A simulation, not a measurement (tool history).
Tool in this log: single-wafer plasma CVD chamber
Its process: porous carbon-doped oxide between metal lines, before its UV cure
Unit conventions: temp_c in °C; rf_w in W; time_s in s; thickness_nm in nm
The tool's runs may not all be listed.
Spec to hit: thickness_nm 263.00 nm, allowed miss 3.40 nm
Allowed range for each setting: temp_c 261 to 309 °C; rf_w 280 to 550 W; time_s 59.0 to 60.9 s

run  hour  temp_c  rf_w  time_s  thickness_nm
  1   0.0     285   415    59.0        280.93
  2   3.6     290   415    59.0        269.75
  3  12.5     291   415    59.0        268.10
  4  13.6     297   415    59.0        260.00
  5  14.7     291   415    59.0        266.77
  6  21.0     291   415    60.9        277.63
  7  27.3     301   410    60.9        257.91
  8  29.5     300   410    60.9        260.25

Which one of the following 5 next-run settings gets every result inside its allowed miss? There is exactly one.
  A  31.7     296   395    60.3             ?
  B  31.7     309   430    60.9             ?
  C  31.7     294   385    60.7             ?
  D  31.7     298   415    59.0             ?
  E  31.7     301   430    60.1             ?

move  thickness_nm
   A        255.13
   B        255.25
   C        254.50
   D        257.12
   E        264.77
A: further off than the last run
B: further off than the last run
C: further off than the last run
D: further off than the last run
E: in spec on every target
Correct choice: E, which meets every target

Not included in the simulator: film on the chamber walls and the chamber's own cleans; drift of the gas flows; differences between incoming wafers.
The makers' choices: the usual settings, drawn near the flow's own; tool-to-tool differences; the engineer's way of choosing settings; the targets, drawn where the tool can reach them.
